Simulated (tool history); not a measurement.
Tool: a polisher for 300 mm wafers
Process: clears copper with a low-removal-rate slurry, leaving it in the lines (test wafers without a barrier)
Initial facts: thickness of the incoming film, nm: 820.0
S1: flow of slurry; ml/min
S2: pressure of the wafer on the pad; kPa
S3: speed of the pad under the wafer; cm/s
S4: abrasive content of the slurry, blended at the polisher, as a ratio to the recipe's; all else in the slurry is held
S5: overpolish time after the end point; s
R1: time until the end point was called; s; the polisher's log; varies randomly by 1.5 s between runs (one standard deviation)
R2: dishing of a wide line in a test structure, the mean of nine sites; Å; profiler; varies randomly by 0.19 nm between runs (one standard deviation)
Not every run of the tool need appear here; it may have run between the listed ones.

run 1 hour=0.0 | S1=265 S2=24.1 S3=142 S4=1.0 S5=9 | R1=165.87 R2=250.21
run 2 hour=3.3 | S1=270 S2=23.4 S3=142 S4=1.0 S5=8 | R1=169.25 R2=232.26
run 3 hour=12.0 | S1=270 S2=28.3 S3=142 S4=1.0 S5=8 | R1=149.03 R2=256.59
run 4 hour=12.7 | S1=270 S2=32.4 S3=142 S4=1.0 S5=8 | R1=138.17 R2=268.41
run 5 hour=15.6 | S1=270 S2=32.4 S3=172 S4=1.0 S5=8 | R1=114.57 R2=300.47
run 6 hour=17.5 | S1=270 S2=32.4 S3=172 S4=1.0 S5=4 | R1=113.17 R2=183.81

Run 7, settings as shown, results not yet in. Your forecast:
run 7 hour=23.3 | S1=270 S2=27.6 S3=170 S4=1.0 S5=4 | R1=? R2=?

Logged for run 7: R1 128.18 s, R2 167.88 Å.
